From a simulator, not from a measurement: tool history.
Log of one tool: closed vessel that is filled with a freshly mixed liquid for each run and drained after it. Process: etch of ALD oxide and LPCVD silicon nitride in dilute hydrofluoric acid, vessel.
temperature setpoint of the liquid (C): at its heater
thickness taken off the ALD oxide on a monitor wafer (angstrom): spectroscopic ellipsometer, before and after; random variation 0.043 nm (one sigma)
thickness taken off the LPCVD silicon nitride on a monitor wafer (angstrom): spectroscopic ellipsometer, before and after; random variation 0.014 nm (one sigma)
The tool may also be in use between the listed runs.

run,hour,temperature setpoint of the liquid (C),parts of water to one part of 49 % hydrofluoric acid (parts by volume),time in the liquid (s),thickness taken off the ALD oxide on a monitor wafer (angstrom),thickness taken off the LPCVD silicon nitride on a monitor wafer (angstrom)
1,0.0,22.0,90,60,161.99,2.7614
2,5.5,22.0,60,60,252.22,4.5545
3,12.2,21.5,75,60,193.16,2.9572
4,18.6,22.0,90,60,161.33,2.8736
5,24.3,22.0,60,60,250.78,4.9838
6,32.2,22.5,75,60,202.19,3.7087

The next listed run, before its measurement:
7,36.6,23.0,90,60,?,?

thickness taken off the ALD oxide on a monitor wafer (angstrom): 168.47
thickness taken off the LPCVD silicon nitride on a monitor wafer (angstrom): 3.2256
